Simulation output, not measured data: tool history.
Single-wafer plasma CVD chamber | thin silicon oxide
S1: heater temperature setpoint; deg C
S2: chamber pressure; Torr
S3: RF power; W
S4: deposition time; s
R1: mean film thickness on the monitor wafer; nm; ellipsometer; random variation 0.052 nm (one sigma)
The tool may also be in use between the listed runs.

run 1 hour=0 | S1=375 S2=1.04 S3=360 S4=4.94 | R1=12.121
run 2 hour=7.7 | S1=381 S2=1.04 S3=360 S4=4.94 | R1=12.108
run 3 hour=13.4 | S1=387 S2=1.04 S3=360 S4=4.94 | R1=12.114
run 4 hour=18.6 | S1=387 S2=1.04 S3=360 S4=4.94 | R1=11.998
run 5 hour=25.9 | S1=387 S2=0.98 S3=360 S4=4.94 | R1=11.5
run 6 hour=28.1 | S1=387 S2=0.98 S3=325 S4=4.94 | R1=11.007

Forecast run 7:
run 7 hour=35.9 | S1=387 S2=0.96 S3=325 S4=4.94 | R1=?

Run 7 gave R1 10.891 nm.
